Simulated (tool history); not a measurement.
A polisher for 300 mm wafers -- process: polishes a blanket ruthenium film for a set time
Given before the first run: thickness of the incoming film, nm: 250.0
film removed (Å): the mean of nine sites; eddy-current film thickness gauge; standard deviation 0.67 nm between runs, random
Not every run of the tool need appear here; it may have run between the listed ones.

run,hour,flow of slurry (ml/min),pressure of the wafer on the pad (psi),speed of the pad under the wafer (m/s),polishing time (s),film removed (Å)
1,0,125,2.6,1.28,25,501.25
2,1.7,140,3,1.28,25,590.85
3,8.7,140,2.7,1.28,25,536.61
4,13.5,150,3.1,1.28,25,625.07
5,21.1,150,3.1,1.28,22,542.96
6,23.3,150,3.4,1.36,22,626.62
7,29.8,160,3.6,1.44,22,723.75
8,31.9,165,3.7,1.48,22,756.84
9,39.3,165,3.8,1.52,22,792.61
10,42.7,170,3.9,1.54,22,828.99

Run 11 is up next; what results do you expect?
11,46.1,170,3.9,1.54,22,?

film removed (Å): 849.49
